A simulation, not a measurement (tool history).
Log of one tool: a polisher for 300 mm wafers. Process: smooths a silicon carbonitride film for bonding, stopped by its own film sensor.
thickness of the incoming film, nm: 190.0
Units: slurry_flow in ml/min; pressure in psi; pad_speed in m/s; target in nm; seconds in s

run  hour  slurry_flow  pressure  pad_speed  slurry_solids  target  seconds
  1     0          185       1.8       0.88              1     154   195.93
  2   0.5          185       1.8       0.96              1     154   180.89
  3   1.5          185       1.8       0.96            0.9     154   187.47
  4   9.3          185       1.4       0.96            0.9     154   236.58
  5  10.8          185       1.8       0.96            0.9     154   189.42
  6  18.5          185       1.6       0.94            0.9     154   216.31
  7  25.9          185       1.5       0.94            0.9     154   230.48
  8  33.3          185       1.4       0.94            0.9     154   240.06
  9  39.2          185         1       0.92            0.9     154   335.58

Run 10 has not been measured yet. What should we expect?
 10  46.9          185       1.1       0.92            0.9     154        ?

seconds: 310.19 s
